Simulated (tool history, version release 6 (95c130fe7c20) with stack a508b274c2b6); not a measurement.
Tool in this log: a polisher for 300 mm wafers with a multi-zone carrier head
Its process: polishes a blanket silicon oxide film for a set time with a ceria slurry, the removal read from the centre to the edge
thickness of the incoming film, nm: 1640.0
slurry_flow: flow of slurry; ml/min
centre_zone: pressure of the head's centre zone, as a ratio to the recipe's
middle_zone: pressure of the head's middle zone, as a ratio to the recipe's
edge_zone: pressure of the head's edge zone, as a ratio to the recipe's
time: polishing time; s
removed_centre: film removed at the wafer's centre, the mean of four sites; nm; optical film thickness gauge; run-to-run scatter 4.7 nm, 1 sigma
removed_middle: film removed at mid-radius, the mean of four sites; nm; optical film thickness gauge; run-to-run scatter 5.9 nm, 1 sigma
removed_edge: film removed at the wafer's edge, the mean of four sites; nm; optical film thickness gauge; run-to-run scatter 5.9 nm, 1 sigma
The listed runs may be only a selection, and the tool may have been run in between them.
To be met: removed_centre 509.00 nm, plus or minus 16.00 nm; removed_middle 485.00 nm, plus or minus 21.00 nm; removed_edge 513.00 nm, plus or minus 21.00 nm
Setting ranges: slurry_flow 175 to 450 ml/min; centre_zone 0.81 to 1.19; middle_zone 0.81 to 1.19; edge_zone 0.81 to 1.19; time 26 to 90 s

Run 1, hour 0.0: slurry_flow 290 ml/min, centre_zone 1.00, middle_zone 1.00, edge_zone 1.00, time 58 s. Result: removed_centre 364.30 nm, removed_middle 369.58 nm, removed_edge 360.54 nm.
Run 2, hour 3.8: slurry_flow 290 ml/min, centre_zone 1.01, middle_zone 1.00, edge_zone 1.02, time 60 s. Result: removed_centre 387.95 nm, removed_middle 384.70 nm, removed_edge 372.19 nm.
Run 3, hour 11.1: slurry_flow 290 ml/min, centre_zone 1.01, middle_zone 0.93, edge_zone 1.02, time 60 s. Result: removed_centre 380.28 nm, removed_middle 375.85 nm, removed_edge 371.95 nm.
Run 4, hour 15.1: slurry_flow 290 ml/min, centre_zone 1.01, middle_zone 0.92, edge_zone 1.04, time 62 s. Result: removed_centre 405.34 nm, removed_middle 374.24 nm, removed_edge 393.97 nm.
Run 5, hour 20.0: slurry_flow 290 ml/min, centre_zone 0.94, middle_zone 0.92, edge_zone 1.04, time 62 s. Result: removed_centre 370.17 nm, removed_middle 382.78 nm, removed_edge 392.23 nm.
Run 6, hour 25.3: slurry_flow 290 ml/min, centre_zone 0.95, middle_zone 0.93, edge_zone 1.05, time 64 s. Result: removed_centre 382.97 nm, removed_middle 395.95 nm, removed_edge 396.02 nm.
Run 7, hour 26.9: slurry_flow 290 ml/min, centre_zone 0.95, middle_zone 0.92, edge_zone 1.06, time 66 s. Result: removed_centre 396.09 nm, removed_middle 414.70 nm, removed_edge 420.37 nm.
Run 8, hour 31.7: slurry_flow 290 ml/min, centre_zone 0.96, middle_zone 0.92, edge_zone 1.07, time 67 s. Result: removed_centre 405.47 nm, removed_middle 419.64 nm, removed_edge 428.38 nm.
Run 9, hour 36.8: slurry_flow 290 ml/min, centre_zone 0.97, middle_zone 0.92, edge_zone 1.08, time 68 s. Result: removed_centre 415.59 nm, removed_middle 411.94 nm, removed_edge 433.68 nm.
Run 10, hour 42.0: slurry_flow 295 ml/min, centre_zone 0.97, middle_zone 0.92, edge_zone 1.08, time 69 s. Result: removed_centre 424.54 nm, removed_middle 426.92 nm, removed_edge 434.45 nm.
Run 11, hour 47.9: slurry_flow 290 ml/min, centre_zone 0.97, middle_zone 0.91, edge_zone 1.08, time 70 s. Result: removed_centre 429.60 nm, removed_middle 429.71 nm, removed_edge 452.45 nm.
Run 12, hour 55.0: slurry_flow 290 ml/min, centre_zone 0.98, middle_zone 0.91, edge_zone 1.08, time 71 s. Result: removed_centre 443.17 nm, removed_middle 430.78 nm, removed_edge 457.48 nm.
Run 13, hour 56.0: slurry_flow 290 ml/min, centre_zone 0.98, middle_zone 0.91, edge_zone 1.08, time 72 s. Result: removed_centre 443.55 nm, removed_middle 434.43 nm, removed_edge 461.54 nm.

Next run, 4 choices. One meets every target within its allowed miss, the rest don't. Which?
Run A, hour 57.0: slurry_flow 285 ml/min, centre_zone 1.08, middle_zone 1.12, edge_zone 0.89, time 71 s. Result: removed_centre ?, removed_middle ?, removed_edge ?.
Run B, hour 57.0: slurry_flow 250 ml/min, centre_zone 0.96, middle_zone 0.86, edge_zone 1.10, time 66 s. Result: removed_centre ?, removed_middle ?, removed_edge ?.
Run C, hour 57.0: slurry_flow 330 ml/min, centre_zone 1.02, middle_zone 0.96, edge_zone 1.04, time 62 s. Result: removed_centre ?, removed_middle ?, removed_edge ?.
Run D, hour 57.0: slurry_flow 265 ml/min, centre_zone 1.01, middle_zone 0.88, edge_zone 1.08, time 80 s. Result: removed_centre ?, removed_middle ?, removed_edge ?.

move  removed_centre  removed_middle  removed_edge
   A          484.94          485.77        413.98
   B          395.36          384.68        423.75
   C          404.22          391.97        392.98
   D          507.01          474.17        510.61
A: misses by more than the last run did
B: misses by more than the last run did
C: misses by more than the last run did
D: every result lands within tolerance
The move that meets every target is D.

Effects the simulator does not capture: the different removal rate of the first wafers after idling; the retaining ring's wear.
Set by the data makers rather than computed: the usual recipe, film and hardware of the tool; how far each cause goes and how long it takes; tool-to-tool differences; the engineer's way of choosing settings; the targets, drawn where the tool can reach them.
